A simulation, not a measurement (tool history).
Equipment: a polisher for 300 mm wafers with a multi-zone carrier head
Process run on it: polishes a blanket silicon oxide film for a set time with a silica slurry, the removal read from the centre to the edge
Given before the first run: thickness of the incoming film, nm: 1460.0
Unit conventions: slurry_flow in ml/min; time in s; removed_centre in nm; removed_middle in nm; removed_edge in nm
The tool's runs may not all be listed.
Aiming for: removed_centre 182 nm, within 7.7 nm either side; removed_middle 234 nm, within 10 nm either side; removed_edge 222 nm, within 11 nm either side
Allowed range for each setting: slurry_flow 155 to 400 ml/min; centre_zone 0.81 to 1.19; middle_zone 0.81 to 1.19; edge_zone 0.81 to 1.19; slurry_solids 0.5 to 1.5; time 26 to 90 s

{"run": 1, "day": 0.0, "slurry_flow": 255, "centre_zone": 1, "middle_zone": 1, "edge_zone": 1, "slurry_solids": 1, "time": 58, "removed_centre": 136.3, "removed_middle": 135.57, "removed_edge": 134.27}
{"run": 2, "day": 0.333, "slurry_flow": 200, "centre_zone": 1, "middle_zone": 1, "edge_zone": 1, "slurry_solids": 1, "time": 58, "removed_centre": 132.53, "removed_middle": 129.99, "removed_edge": 130.22}
{"run": 3, "day": 0.4, "slurry_flow": 215, "centre_zone": 0.97, "middle_zone": 1.03, "edge_zone": 1.04, "slurry_solids": 1.1, "time": 60, "removed_centre": 140.58, "removed_middle": 146.59, "removed_edge": 143.88}
{"run": 4, "day": 0.654, "slurry_flow": 215, "centre_zone": 0.9, "middle_zone": 1.03, "edge_zone": 1.04, "slurry_solids": 1.1, "time": 60, "removed_centre": 129.91, "removed_middle": 144.67, "removed_edge": 146.84}
{"run": 5, "day": 0.833, "slurry_flow": 215, "centre_zone": 0.9, "middle_zone": 1.03, "edge_zone": 1.04, "slurry_solids": 1, "time": 60, "removed_centre": 121.72, "removed_middle": 140.37, "removed_edge": 137.88}
{"run": 6, "day": 1.146, "slurry_flow": 230, "centre_zone": 0.89, "middle_zone": 1.06, "edge_zone": 1.06, "slurry_solids": 1.1, "time": 62, "removed_centre": 131.9, "removed_middle": 158.13, "removed_edge": 151.3}
{"run": 7, "day": 1.496, "slurry_flow": 235, "centre_zone": 0.88, "middle_zone": 1.07, "edge_zone": 1.08, "slurry_solids": 1.2, "time": 64, "removed_centre": 138.38, "removed_middle": 167.14, "removed_edge": 166.8}
{"run": 8, "day": 1.829, "slurry_flow": 240, "centre_zone": 0.89, "middle_zone": 1.09, "edge_zone": 1.09, "slurry_solids": 1.25, "time": 66, "removed_centre": 148.14, "removed_middle": 178.95, "removed_edge": 176.7}
{"day": 2.104, "done": "worn pad replaced by a new one"}
{"run": 9, "day": 2.104, "slurry_flow": 245, "centre_zone": 0.89, "middle_zone": 1.11, "edge_zone": 1.1, "slurry_solids": 1.3, "time": 67, "removed_centre": 175.69, "removed_middle": 209.62, "removed_edge": 201.7}
{"run": 10, "day": 2.312, "slurry_flow": 295, "centre_zone": 0.81, "middle_zone": 1.14, "edge_zone": 1.15, "slurry_solids": 1.3, "time": 67, "removed_centre": 165.09, "removed_middle": 217.2, "removed_edge": 214.26}
{"run": 11, "day": 2.692, "slurry_flow": 305, "centre_zone": 0.82, "middle_zone": 1.15, "edge_zone": 1.15, "slurry_solids": 1.3, "time": 67, "removed_centre": 165.59, "removed_middle": 220.06, "removed_edge": 212.12}
{"run": 12, "day": 2.896, "slurry_flow": 310, "centre_zone": 0.83, "middle_zone": 1.16, "edge_zone": 1.16, "slurry_solids": 1.3, "time": 67, "removed_centre": 165.61, "removed_middle": 224.15, "removed_edge": 207.95}

Which of these 5 next moves meets every target?
{"run": "A", "day": 3.1, "slurry_flow": 290, "centre_zone": 0.86, "middle_zone": 1.17, "edge_zone": 1.14, "slurry_solids": 1.45, "time": 67, "removed_centre": "?", "removed_middle": "?", "removed_edge": "?"}
{"run": "B", "day": 3.1, "slurry_flow": 305, "centre_zone": 0.87, "middle_zone": 1.18, "edge_zone": 1.15, "slurry_solids": 1.35, "time": 63, "removed_centre": "?", "removed_middle": "?", "removed_edge": "?"}
{"run": "C", "day": 3.1, "slurry_flow": 290, "centre_zone": 0.96, "middle_zone": 1.19, "edge_zone": 1.03, "slurry_solids": 1.05, "time": 74, "removed_centre": "?", "removed_middle": "?", "removed_edge": "?"}
{"run": "D", "day": 3.1, "slurry_flow": 355, "centre_zone": 1.04, "middle_zone": 1.17, "edge_zone": 1.11, "slurry_solids": 1.4, "time": 62, "removed_centre": "?", "removed_middle": "?", "removed_edge": "?"}
{"run": "E", "day": 3.1, "slurry_flow": 345, "centre_zone": 0.88, "middle_zone": 1.02, "edge_zone": 1.18, "slurry_solids": 1.5, "time": 65, "removed_centre": "?", "removed_middle": "?", "removed_edge": "?"}

move=A removed_centre=185.02 removed_middle=233.76 removed_edge=215.92
move=B removed_centre=172.33 removed_middle=216.55 removed_edge=199.34
move=C removed_centre=201.24 removed_middle=230.57 removed_edge=199.68
move=D removed_centre=208.57 removed_middle=216.99 removed_edge=197.12
move=E removed_centre=188.75 removed_middle=208.94 removed_edge=218.64
A: every result within its allowed miss
B: neither nearer nor further off than the last run
C: moves the result that the last run missed by most past its target, out the other side
D: moves the result that the last run missed by most past its target, out the other side
E: gets the furthest-off result to its target, but another result is out of tolerance
Answer: A

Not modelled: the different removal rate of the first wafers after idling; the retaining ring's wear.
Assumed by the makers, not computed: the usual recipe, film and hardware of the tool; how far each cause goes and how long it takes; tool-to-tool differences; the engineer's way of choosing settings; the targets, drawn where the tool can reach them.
